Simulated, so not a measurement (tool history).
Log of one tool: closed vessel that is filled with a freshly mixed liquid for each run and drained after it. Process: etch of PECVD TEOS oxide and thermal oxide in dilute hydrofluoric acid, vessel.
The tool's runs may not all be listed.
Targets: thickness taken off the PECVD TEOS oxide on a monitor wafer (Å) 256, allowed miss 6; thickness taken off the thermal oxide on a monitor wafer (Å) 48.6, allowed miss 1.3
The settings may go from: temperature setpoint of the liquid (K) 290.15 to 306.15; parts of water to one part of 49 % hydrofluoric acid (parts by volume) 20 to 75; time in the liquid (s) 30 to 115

run    day  temperature setpoint of the liquid (K)  parts of water to one part of 49 % hydrofluoric acid (parts by volume)  time in the liquid (s)  thickness taken off the PECVD TEOS oxide on a monitor wafer (Å)  thickness taken off the thermal oxide on a monitor wafer (Å)
  1      0                                  298.15                                                                      45                      60                                                           311.34                                                        59.513
  2  0.212                                  298.15                                                                      45                      80                                                           414.09                                                        79.042
  3  0.362                                  298.15                                                                      45                      70                                                            367.9                                                        69.716
  4  0.512                                  296.65                                                                      45                      70                                                           347.31                                                        65.502
  5  0.779                                  296.65                                                                      40                      70                                                           385.58                                                        74.501
  6  1.108                                  294.15                                                                      40                      70                                                           347.03                                                        66.464
     1.167  -- thermometer replaced
  7  1.167                                  293.15                                                                      40                      70                                                           369.31                                                        68.678
  8    1.5                                  294.15                                                                      45                      70                                                           336.72                                                        63.225
  9  1.879                                  294.15                                                                      50                      70                                                           302.52                                                        57.208

Which of these 4 next moves meets every target?
  A  2.258                                  292.65                                                                      55                      65                                                                ?                                                             ?
  B  2.258                                  294.15                                                                      45                      50                                                                ?                                                             ?
  C  2.258                                  290.15                                                                      55                      75                                                                ?                                                             ?
  D  2.258                                  293.15                                                                      45                      55                                                                ?                                                             ?

move  thickness taken off the PECVD TEOS oxide on a monitor wafer (Å)  thickness taken off the thermal oxide on a monitor wafer (Å)
   A                                                            239.6                                                        45.664
   B                                                           242.98                                                        46.307
   C                                                           248.34                                                        47.328
   D                                                           256.16                                                         48.82
A: takes the result that was furthest off past its target
B: takes the result that was furthest off past its target
C: takes the result that was furthest off past its target
D: meets every target
Answer: D

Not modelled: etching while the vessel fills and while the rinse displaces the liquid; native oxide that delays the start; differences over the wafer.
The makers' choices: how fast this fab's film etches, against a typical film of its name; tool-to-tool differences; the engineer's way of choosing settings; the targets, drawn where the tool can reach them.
